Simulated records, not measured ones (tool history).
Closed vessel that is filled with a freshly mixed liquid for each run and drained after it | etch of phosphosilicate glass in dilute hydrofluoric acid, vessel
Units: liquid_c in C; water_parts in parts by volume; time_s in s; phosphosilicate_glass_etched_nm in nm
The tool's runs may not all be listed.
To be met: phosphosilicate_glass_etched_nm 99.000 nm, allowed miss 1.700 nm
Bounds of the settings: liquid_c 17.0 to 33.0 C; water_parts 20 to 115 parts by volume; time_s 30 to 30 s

run,hour,liquid_c,water_parts,time_s,phosphosilicate_glass_etched_nm
1,0.0,25.0,65,30,50.227
2,3.0,25.0,65,30,50.237
3,4.0,26.5,60,30,58.163
4,5.0,26.5,50,30,70.474
5,7.4,26.5,60,30,58.212
# hour 14.9: hydrofluoric acid flow meter replaced
6,14.9,28.0,55,30,73.737
7,16.1,29.0,55,30,76.871
8,19.0,30.0,55,30,80.271
9,22.2,30.5,55,30,81.346

Which of these 4 next moves meets every target?
A,25.4,28.0,40,30,?
B,25.4,31.0,45,30,?
C,25.4,30.0,45,30,?
D,25.4,29.5,40,30,?

move,phosphosilicate_glass_etched_nm
A,103.280
B,102.620
C,98.663
D,109.660
A: takes the result that was furthest off past its target
B: takes the result that was furthest off past its target
C: meets every target
D: takes the result that was furthest off past its target
The right move is C.

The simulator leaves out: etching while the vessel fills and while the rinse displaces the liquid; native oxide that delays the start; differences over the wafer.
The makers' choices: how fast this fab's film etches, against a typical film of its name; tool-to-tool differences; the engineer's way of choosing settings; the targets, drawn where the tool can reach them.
